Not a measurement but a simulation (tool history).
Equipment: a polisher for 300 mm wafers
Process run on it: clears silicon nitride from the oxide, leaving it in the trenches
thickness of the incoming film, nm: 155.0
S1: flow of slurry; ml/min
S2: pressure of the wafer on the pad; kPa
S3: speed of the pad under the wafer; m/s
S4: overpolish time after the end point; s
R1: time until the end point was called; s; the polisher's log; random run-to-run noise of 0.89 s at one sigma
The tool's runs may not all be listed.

run 1 day=0.000 | S1=210 S2=22.8 S3=0.96 S4=46 | R1=131.61
run 2 day=0.100 | S1=210 S2=22.8 S3=0.96 S4=49 | R1=129.82
run 3 day=0.238 | S1=215 S2=24.8 S3=0.96 S4=49 | R1=120.75
run 4 day=0.367 | S1=215 S2=26.2 S3=0.96 S4=49 | R1=113.42
run 5 day=0.675 | S1=215 S2=22.8 S3=0.96 S4=49 | R1=132.73
run 6 day=0.912 | S1=215 S2=24.8 S3=0.96 S4=49 | R1=121.51
run 7 day=1.196 | S1=215 S2=26.2 S3=0.96 S4=49 | R1=117.33
run 8 day=1.433 | S1=215 S2=28.3 S3=0.96 S4=49 | R1=105.53

Run 9, settings as shown, results not yet in. Your forecast:
run 9 day=1.721 | S1=215 S2=29.0 S3=0.96 S4=49 | R1=?

Run 9 gave R1 103.22 s.

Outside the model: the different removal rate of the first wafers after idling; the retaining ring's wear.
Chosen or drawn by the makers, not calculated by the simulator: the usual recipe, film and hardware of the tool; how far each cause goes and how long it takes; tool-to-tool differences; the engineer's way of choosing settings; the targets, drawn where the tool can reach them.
